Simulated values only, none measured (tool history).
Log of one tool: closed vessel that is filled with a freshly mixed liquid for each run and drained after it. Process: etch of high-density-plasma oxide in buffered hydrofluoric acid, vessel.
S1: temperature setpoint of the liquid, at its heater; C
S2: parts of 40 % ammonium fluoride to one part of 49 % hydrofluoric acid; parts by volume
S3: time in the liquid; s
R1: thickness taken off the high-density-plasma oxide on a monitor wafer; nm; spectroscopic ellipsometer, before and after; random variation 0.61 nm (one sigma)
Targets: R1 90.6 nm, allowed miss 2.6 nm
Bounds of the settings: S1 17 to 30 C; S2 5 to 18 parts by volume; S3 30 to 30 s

run    day    S1   S2  S3      R1
  1      0    22   11  30  32.599
  2  0.283    22  9.5  30  36.923
  3  0.342  20.5  9.5  30  33.944
  4    0.6    22    9  30  38.155
  5  0.646    22   12  30  29.992
  6  0.979    23   11  30  34.514
  7  1.246    24   10  30  40.012
  8  1.617    25    9  30  45.507
  9  1.783    26  8.5  30   50.91
 10  1.888  26.5    8  30  56.188
 11  2.029    27  7.5  30  61.701
 12  2.104  27.5    7  30  67.392
 13  2.133    28    7  30  69.779
 14    2.3  28.5    7  30  71.435
 15  2.458  28.5    7  30  70.516
 16    2.5  29.5    6  30  86.532

5 next moves are on the table. One of them brings every result within its allowed miss. Which?
  A  2.542    26    5  30   ?
  B  2.542    27  5.5  30   ?
  C  2.542    29  5.5  30   ?
  D  2.542    29    6  30   ?
  E  2.542  26.5    5  30   ?

move      R1
   A  83.872
   B  81.642
   C  90.767
   D  84.328
   E  86.148
A: further off than the last run
B: further off than the last run
C: meets every target
D: further off than the last run
E: further off than the last run
The right move is C.
